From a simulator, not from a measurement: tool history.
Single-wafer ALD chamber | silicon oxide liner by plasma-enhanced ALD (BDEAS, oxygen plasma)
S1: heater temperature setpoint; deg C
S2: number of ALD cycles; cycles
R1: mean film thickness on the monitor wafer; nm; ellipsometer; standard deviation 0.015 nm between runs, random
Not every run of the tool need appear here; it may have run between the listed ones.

Run 1, hour 0: S1 320 deg C, S2 46 cycles. Result: R1 4.1487 nm.
Run 2, hour 3.9: S1 319 deg C, S2 47 cycles. Result: R1 4.2649 nm.
Run 3, hour 7.7: S1 319 deg C, S2 41 cycles. Result: R1 3.7168 nm.
Run 4, hour 8.7: S1 319 deg C, S2 38 cycles. Result: R1 3.4397 nm.
Run 5, hour 15: S1 319 deg C, S2 42 cycles. Result: R1 3.7933 nm.
Run 6, hour 17.4: S1 318 deg C, S2 44 cycles. Result: R1 3.986 nm.
Run 7, hour 24.1: S1 316 deg C, S2 45 cycles. Result: R1 4.1216 nm.

Estimate the outcome of run 8 from the log above:
Run 8, hour 26.2: S1 313 deg C, S2 46 cycles. Result: R1 ?.

Run 8 yielded R1 4.2203 nm.
